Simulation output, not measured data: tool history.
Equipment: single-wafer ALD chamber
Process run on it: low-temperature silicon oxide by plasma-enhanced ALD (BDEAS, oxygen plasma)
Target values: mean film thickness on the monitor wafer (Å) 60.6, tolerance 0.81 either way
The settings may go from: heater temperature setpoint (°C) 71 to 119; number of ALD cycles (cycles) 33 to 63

run	hour	heater temperature setpoint (°C)	number of ALD cycles (cycles)	mean film thickness on the monitor wafer (Å)
1	0	95	48	67.278
2	8.1	97	48	66.683
3	16	104	48	64.932
4	20.3	105	48	65.449
5	25.5	105	54	73.961
6	28.4	113	54	72.909
7	31.9	113	53	71.557
8	37.6	113	52	69.539
9	45.8	114	51	68.483
10	46.8	114	50	66.651
11	53	116	48	64.118
12	56.8	117	46	61.417

Exercise: of the 5 proposed moves below, exactly one satisfies all targets within the stated allowed misses. Which move is it?
A	60.6	117	44	?
B	60.6	112	45	?
C	60.6	116	47	?
D	60.6	118	47	?
E	60.6	113	47	?

move	mean film thickness on the monitor wafer (Å)
A	59.059
B	60.894
C	63.189
D	62.983
E	63.497
A: takes the biggest miss from the last run beyond its target
B: every result lands within tolerance
C: misses by more than the last run did
D: misses by more than the last run did
E: misses by more than the last run did
B meets every target.

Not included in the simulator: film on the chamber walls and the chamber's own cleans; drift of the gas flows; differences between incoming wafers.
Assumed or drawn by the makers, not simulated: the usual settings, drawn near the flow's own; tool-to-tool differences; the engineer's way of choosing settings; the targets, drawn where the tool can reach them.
